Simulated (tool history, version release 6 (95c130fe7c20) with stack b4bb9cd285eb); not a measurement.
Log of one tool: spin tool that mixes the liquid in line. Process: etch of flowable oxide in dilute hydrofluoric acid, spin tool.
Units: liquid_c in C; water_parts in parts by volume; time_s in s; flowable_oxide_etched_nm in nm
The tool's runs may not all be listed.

run,day,liquid_c,water_parts,time_s,flowable_oxide_etched_nm
1,0.000,25.0,250,80,10.6420
2,0.354,28.0,250,80,11.8500
3,0.408,29.0,240,80,12.9150
4,0.525,29.0,275,80,10.7670
5,0.683,30.0,260,80,12.0840
6,0.758,30.0,310,80,9.5465
7,0.996,30.5,285,80,10.7960

The next listed run, before its measurement:
8,1.338,31.0,265,80,?

flowable_oxide_etched_nm: 12.0780 nm
